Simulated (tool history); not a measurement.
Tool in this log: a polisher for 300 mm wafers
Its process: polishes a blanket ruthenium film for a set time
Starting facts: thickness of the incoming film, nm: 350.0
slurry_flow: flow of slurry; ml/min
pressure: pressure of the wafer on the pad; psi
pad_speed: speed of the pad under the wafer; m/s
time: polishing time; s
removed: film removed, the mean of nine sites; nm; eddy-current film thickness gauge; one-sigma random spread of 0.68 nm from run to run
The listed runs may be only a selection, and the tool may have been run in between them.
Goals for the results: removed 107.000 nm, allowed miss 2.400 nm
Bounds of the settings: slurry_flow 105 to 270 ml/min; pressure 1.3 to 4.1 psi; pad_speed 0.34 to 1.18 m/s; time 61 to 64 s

run,hour,slurry_flow,pressure,pad_speed,time,removed
1,0.0,175,2.7,0.76,61,60.411
2,0.7,175,2.7,0.76,61,60.457
3,4.7,175,2.7,0.76,61,60.319
4,8.3,190,3.1,0.76,61,69.234
5,10.6,190,3.4,0.78,61,78.518
6,13.1,190,3.4,0.78,64,81.197
7,15.7,200,3.6,0.80,64,89.478
8,16.3,200,3.8,0.80,64,94.009
9,18.4,205,3.9,0.80,64,95.700
10,19.7,205,4.0,0.82,64,102.750

Exercise: of the 4 proposed moves below, exactly one satisfies all targets within the stated allowed misses. Which move is it?
A,21.0,205,4.0,0.88,63,?
B,21.0,240,3.8,0.80,63,?
C,21.0,225,4.0,0.80,63,?
D,21.0,225,3.9,0.86,61,?

move,removed
A,108.380
B,95.552
C,99.802
D,101.140
A: all results in spec
B: further off than the last run
C: further off than the last run
D: further off than the last run
Go with A: it meets all targets.
